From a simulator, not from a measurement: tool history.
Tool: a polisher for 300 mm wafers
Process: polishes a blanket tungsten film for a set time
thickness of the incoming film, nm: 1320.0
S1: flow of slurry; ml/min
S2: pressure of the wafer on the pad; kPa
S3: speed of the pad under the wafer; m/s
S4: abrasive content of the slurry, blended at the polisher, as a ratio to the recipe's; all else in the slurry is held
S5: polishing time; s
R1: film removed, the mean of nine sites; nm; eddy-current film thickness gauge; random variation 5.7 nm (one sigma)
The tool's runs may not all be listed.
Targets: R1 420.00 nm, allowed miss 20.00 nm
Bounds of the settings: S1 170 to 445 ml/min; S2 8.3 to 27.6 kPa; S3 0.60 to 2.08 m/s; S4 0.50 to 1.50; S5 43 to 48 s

run  hour   S1    S2    S3    S4  S5      R1
  1   0.0  285  17.9  1.34  1.00  48  247.72
  2   2.9  285  20.0  1.36  1.00  48  269.34
  3   8.5  285  22.1  1.42  1.00  48  295.30
  4  14.4  285  22.1  1.68  1.00  48  354.72
  5  15.2  285  22.1  1.68  0.85  48  335.59
  6  19.2  285  23.4  1.70  0.85  48  359.38
  7  22.1  285  24.1  1.70  0.85  48  370.19
  8  26.4  285  24.8  1.70  0.85  48  385.33
  9  34.6  285  25.5  1.70  0.85  48  384.80

Which of these 4 next moves meets every target?
  A  42.8  280  24.8  1.94  0.95  48   ?
  B  42.8  320  25.5  2.00  0.95  48   ?
  C  42.8  295  27.6  1.68  0.85  48   ?
  D  42.8  275  22.1  1.82  0.90  48   ?

move      R1
   A  446.02
   B  476.14
   C  411.98
   D  374.46
A: takes the result that was furthest off past its target
B: takes the result that was furthest off past its target
C: meets every target
D: further off than the last run
Move C is the one to make.
